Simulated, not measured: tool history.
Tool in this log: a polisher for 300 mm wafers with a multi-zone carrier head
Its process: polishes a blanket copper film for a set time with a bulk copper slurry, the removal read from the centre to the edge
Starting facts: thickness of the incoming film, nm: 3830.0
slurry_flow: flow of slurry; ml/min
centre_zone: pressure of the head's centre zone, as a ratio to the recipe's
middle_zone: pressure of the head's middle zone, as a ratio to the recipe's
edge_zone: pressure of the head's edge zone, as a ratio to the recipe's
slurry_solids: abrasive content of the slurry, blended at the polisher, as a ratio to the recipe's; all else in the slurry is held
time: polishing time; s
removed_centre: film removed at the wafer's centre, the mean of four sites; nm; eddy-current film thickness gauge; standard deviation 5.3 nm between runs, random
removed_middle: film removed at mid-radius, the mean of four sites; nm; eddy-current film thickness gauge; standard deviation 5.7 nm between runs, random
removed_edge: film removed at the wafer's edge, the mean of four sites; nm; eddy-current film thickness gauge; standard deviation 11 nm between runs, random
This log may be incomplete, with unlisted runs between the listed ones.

run,day,slurry_flow,centre_zone,middle_zone,edge_zone,slurry_solids,time,removed_centre,removed_middle,removed_edge
1,0,230,1,1,1,1,83,674.64,684.07,624.76
2,0.108,240,1.01,1.02,1.04,1.1,84,700.91,736.7,660.09
3,0.175,240,0.98,1.02,1.04,1.1,84,686.28,728.79,656.31
4,0.367,195,0.98,1.02,1.04,1.1,84,664.56,710.13,651.01
5,0.442,200,1,1.03,1.07,1.2,85,707.61,745.62,686.98
6,0.621,200,0.94,1.03,1.07,1.2,85,667.79,753.24,698.61
7,0.946,215,0.96,1.04,1.09,1.25,85,701.21,774.38,713.83
8,0.983,230,0.97,1.05,1.11,1.3,85,716.82,789.51,741.71

Run 9 comes next. What will it give?
9,1.225,245,0.99,1.06,1.12,1.3,85,?,?,?

removed_centre: 729.46 nm
removed_middle: 792.7 nm
removed_edge: 738.72 nm

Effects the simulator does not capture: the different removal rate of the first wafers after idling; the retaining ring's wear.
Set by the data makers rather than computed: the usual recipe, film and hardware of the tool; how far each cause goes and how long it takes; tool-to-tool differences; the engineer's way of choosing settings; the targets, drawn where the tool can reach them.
